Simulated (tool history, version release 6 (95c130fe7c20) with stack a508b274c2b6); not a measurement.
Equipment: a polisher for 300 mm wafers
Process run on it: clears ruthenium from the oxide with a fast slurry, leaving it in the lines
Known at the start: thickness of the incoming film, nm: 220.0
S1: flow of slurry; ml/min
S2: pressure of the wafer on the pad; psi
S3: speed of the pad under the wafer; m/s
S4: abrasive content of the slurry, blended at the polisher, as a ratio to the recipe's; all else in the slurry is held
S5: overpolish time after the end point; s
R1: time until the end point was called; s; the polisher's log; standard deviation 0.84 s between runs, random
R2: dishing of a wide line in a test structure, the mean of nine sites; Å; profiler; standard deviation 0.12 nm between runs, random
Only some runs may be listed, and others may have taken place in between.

run    day   S1   S2    S3    S4  S5      R1      R2
  1  0.000  300  2.2  1.06  1.00  10  70.683  258.98
  2  0.212  300  2.2  1.06  1.00   9  70.604  236.99
  3  0.238  300  2.2  1.06  0.90   9  74.531  218.72
  4  0.588  300  2.2  1.06  0.85   8  75.102  193.08
  5  0.692  300  2.2  1.06  0.80   7  79.573  166.06
  6  1.004  300  2.2  1.06  0.95   7  72.058  179.28
  7  1.050  295  2.2  1.06  0.95   7  73.547  178.43

The next listed run, before its measurement:
  8  1.154  280  2.3  1.06  0.90   7   ?   ?

Run 8 produced R1 71.999 s, R2 178.47 Å.

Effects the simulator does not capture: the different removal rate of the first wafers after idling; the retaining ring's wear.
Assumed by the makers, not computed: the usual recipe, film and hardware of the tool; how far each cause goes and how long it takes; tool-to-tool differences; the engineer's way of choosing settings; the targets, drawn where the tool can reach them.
